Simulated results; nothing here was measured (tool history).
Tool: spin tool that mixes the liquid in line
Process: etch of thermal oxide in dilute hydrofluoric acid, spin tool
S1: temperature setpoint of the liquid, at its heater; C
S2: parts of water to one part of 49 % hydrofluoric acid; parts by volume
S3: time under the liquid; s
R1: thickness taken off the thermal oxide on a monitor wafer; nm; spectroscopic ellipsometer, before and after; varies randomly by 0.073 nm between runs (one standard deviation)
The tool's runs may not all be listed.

Run 1, hour 0: S1 21 C, S2 40 parts by volume, S3 160 s. Result: R1 14.96 nm.
Run 2, hour 2.9: S1 23 C, S2 40 parts by volume, S3 160 s. Result: R1 16.354 nm.
Run 3, hour 7.3: S1 21.5 C, S2 40 parts by volume, S3 160 s. Result: R1 15.622 nm.
Run 4, hour 8: S1 20.5 C, S2 40 parts by volume, S3 160 s. Result: R1 14.503 nm.
Run 5, hour 14.7: S1 19.5 C, S2 40 parts by volume, S3 160 s. Result: R1 14.067 nm.
Run 6, hour 21.4: S1 21.5 C, S2 40 parts by volume, S3 160 s. Result: R1 15.288 nm.
Run 7, hour 24.8: S1 20.5 C, S2 40 parts by volume, S3 160 s. Result: R1 14.73 nm.
Run 8, hour 33.5: S1 19.5 C, S2 40 parts by volume, S3 160 s. Result: R1 14.202 nm.
Run 9, hour 36.1: S1 19 C, S2 40 parts by volume, S3 160 s. Result: R1 13.88 nm.
Run 10, hour 43.8: S1 18.5 C, S2 40 parts by volume, S3 160 s. Result: R1 13.673 nm.

Predict the results of run 11:
Run 11, hour 51: S1 18 C, S2 40 parts by volume, S3 160 s. Result: R1 ?.

For run 11 the tool returned R1 13.381 nm.

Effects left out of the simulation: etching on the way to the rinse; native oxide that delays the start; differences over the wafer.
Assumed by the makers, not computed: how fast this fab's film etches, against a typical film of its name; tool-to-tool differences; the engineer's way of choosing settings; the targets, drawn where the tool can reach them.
